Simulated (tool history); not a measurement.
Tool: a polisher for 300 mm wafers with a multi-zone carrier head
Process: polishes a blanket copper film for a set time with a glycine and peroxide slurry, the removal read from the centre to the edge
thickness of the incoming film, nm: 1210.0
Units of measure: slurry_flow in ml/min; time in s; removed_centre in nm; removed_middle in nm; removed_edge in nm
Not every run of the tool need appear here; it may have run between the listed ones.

run  hour  slurry_flow  centre_zone  middle_zone  edge_zone  time  removed_centre  removed_middle  removed_edge
  1   0.0          170         1.00         1.00       1.00    40          332.74          340.42        325.31
  2   3.5          170         1.00         1.00       1.09    40          330.92          332.20        342.06
  3  12.3          170         1.00         1.00       1.06    40          333.06          335.34        333.15
  4  13.5          180         1.03         1.00       1.08    41          359.11          349.09        348.85
  5  20.4          180         1.03         1.00       1.08    48          419.87          404.95        408.33
  6  26.0          215         1.03         1.00       1.08    48          435.68          419.11        420.42
  7  32.6          215         1.05         0.99       1.08    48          446.64          409.46        419.88
  8  36.4          215         1.06         0.99       1.08    48          448.05          420.30        415.35

Expected results for the next run?
  9  37.3          215         1.07         0.98       1.08    48               ?               ?             ?

removed_centre: 442.10 nm
removed_middle: 417.29 nm
removed_edge: 418.93 nm
